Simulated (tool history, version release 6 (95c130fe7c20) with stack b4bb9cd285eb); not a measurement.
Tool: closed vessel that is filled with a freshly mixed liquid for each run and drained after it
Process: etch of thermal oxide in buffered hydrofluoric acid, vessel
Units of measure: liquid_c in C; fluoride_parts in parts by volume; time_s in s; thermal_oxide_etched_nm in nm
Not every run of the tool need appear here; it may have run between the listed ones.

{"run": 1, "hour": 0.0, "liquid_c": 22.0, "fluoride_parts": 9.5, "time_s": 85, "thermal_oxide_etched_nm": 94.225}
{"run": 2, "hour": 5.6, "liquid_c": 22.0, "fluoride_parts": 12.0, "time_s": 85, "thermal_oxide_etched_nm": 76.321}
{"run": 3, "hour": 8.7, "liquid_c": 21.5, "fluoride_parts": 12.0, "time_s": 85, "thermal_oxide_etched_nm": 74.846}
{"run": 4, "hour": 13.9, "liquid_c": 21.0, "fluoride_parts": 12.0, "time_s": 85, "thermal_oxide_etched_nm": 72.487}
{"run": 5, "hour": 16.4, "liquid_c": 21.0, "fluoride_parts": 10.5, "time_s": 85, "thermal_oxide_etched_nm": 80.872}
{"run": 6, "hour": 19.0, "liquid_c": 20.5, "fluoride_parts": 10.5, "time_s": 85, "thermal_oxide_etched_nm": 80.583}
{"run": 7, "hour": 25.4, "liquid_c": 20.5, "fluoride_parts": 10.5, "time_s": 85, "thermal_oxide_etched_nm": 80.026}
{"run": 8, "hour": 33.8, "liquid_c": 20.0, "fluoride_parts": 10.5, "time_s": 85, "thermal_oxide_etched_nm": 77.375}
{"run": 9, "hour": 36.9, "liquid_c": 19.5, "fluoride_parts": 10.5, "time_s": 85, "thermal_oxide_etched_nm": 76.026}

Forecast run 10:
{"run": 10, "hour": 42.3, "liquid_c": 18.0, "fluoride_parts": 11.5, "time_s": 85, "thermal_oxide_etched_nm": "?"}

Run 10 produced thermal_oxide_etched_nm 64.428 nm.
